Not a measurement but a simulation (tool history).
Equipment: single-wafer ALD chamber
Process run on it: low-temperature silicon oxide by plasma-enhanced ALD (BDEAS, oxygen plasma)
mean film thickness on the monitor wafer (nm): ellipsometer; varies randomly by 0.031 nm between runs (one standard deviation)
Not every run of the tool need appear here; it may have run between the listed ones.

run,hour,heater temperature setpoint (K),number of ALD cycles (cycles),mean film thickness on the monitor wafer (nm)
1,0,373.15,67,10.653
2,5.4,366.15,67,10.801
3,12,371.15,67,10.731
4,18,369.15,69,11.095
# hour 24.6: thermocouple changed; heater temperature recalibrated
5,24.6,367.15,70,11.485
6,28.1,372.15,70,11.367

What will run 7 give?
7,34.9,372.15,71,?

{"run 7": {"mean film thickness on the monitor wafer (nm)": 11.422}}

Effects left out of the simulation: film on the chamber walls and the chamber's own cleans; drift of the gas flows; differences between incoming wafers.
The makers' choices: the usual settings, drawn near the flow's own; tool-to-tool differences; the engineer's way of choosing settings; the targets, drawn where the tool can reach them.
